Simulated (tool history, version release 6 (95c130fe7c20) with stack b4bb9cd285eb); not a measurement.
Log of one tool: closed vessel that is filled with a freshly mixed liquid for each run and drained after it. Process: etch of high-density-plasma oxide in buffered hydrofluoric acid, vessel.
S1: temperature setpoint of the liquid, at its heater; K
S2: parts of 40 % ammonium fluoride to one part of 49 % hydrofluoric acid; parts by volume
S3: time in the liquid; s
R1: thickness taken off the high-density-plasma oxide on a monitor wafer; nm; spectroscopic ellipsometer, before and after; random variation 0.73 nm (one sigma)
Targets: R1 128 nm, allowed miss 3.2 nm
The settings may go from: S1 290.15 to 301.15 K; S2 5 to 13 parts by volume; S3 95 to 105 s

run,hour,S1,S2,S3,R1
1,0,293.15,8,95,100.26
2,7.3,294.15,8,95,106.15
3,13.1,292.65,8,95,97.17
4,17.6,292.65,8,105,107.15
5,26.3,292.65,9,105,94.316
6,35.2,293.65,9,105,99.446
7,41.7,294.65,9,105,106.12
8,47.5,295.15,9,105,109.35

4 next moves are on the table. One of them brings every result within its allowed miss. Which?
A,53.3,295.65,10,95,?
B,53.3,295.65,7.5,105,?
C,53.3,293.65,8,105,?
D,53.3,293.15,7,105,?

move,R1
A,94.954
B,136.66
C,113.88
D,127.89
A: further off than the last run
B: takes the result that was furthest off past its target
C: nearer than the last run, and not there yet
D: meets every target
Answer: D
